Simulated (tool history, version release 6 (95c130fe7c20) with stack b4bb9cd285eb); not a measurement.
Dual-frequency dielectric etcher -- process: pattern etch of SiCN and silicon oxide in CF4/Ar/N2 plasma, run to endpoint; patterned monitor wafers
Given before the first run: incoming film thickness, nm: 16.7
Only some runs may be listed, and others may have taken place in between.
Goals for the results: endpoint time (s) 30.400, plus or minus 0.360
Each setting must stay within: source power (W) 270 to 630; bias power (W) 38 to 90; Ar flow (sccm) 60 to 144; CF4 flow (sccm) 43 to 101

run	hour	source power (W)	bias power (W)	Ar flow (sccm)	CF4 flow (sccm)	endpoint time (s)
1	0.0	450	64	102	72	22.588
2	2.4	450	64	115	72	23.167
3	5.1	370	64	115	72	28.937
4	10.8	410	64	115	72	25.821
5	15.1	410	75	115	72	24.183
6	20.3	390	75	115	72	25.697
7	27.3	370	75	115	72	27.273
8	29.7	360	75	115	72	28.231
9	30.6	350	75	115	72	29.177

Consider the 4 candidate settings below. Which is the only one whose results all fall within their allowed miss of target?
A	31.5	320	80	128	90	?
B	31.5	340	82	137	67	?
C	31.5	350	75	97	79	?
D	31.5	350	71	129	61	?

move	endpoint time (s)
A	31.012
B	30.065
C	27.913
D	30.988
A: pushes the last run's worst result past its target
B: all results land within tolerance of their targets
C: its largest miss is bigger than the last run's
D: pushes the last run's worst result past its target
So the answer is move B, the one that meets all the targets.

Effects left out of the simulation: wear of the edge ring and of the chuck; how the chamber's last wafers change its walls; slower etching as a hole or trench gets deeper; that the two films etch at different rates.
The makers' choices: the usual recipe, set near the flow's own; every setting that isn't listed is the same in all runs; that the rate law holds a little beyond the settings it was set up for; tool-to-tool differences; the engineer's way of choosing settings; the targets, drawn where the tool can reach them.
